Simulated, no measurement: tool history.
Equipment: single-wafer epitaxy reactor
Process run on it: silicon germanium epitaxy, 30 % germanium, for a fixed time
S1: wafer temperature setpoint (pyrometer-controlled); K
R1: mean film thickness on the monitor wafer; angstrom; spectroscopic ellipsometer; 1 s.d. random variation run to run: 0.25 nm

Run 1, hour 0: S1 883.15 K, chamber pressure (mTorr) 21800. Result: R1 753.8 angstrom.
Run 2, hour 7: S1 886.15 K, chamber pressure (mTorr) 21900. Result: R1 807.36 angstrom.
Run 3, hour 13.4: S1 888.15 K, chamber pressure (mTorr) 22000. Result: R1 838.5 angstrom.
Run 4, hour 20.3: S1 893.15 K, chamber pressure (mTorr) 22000. Result: R1 928.32 angstrom.
Run 5, hour 27.8: S1 893.15 K, chamber pressure (mTorr) 18300. Result: R1 883.15 angstrom.
Run 6, hour 36.5: S1 894.15 K, chamber pressure (mTorr) 18300. Result: R1 900.3 angstrom.
Run 7, hour 40.8: S1 895.15 K, chamber pressure (mTorr) 18300. Result: R1 914.39 angstrom.
Run 8, hour 47.1: S1 896.15 K, chamber pressure (mTorr) 18300. Result: R1 935.67 angstrom.

Estimate the outcome of run 9 from the log above:
Run 9, hour 48.4: S1 897.15 K, chamber pressure (mTorr) 18300. Result: R1 ?.

R1: 952.02 angstrom
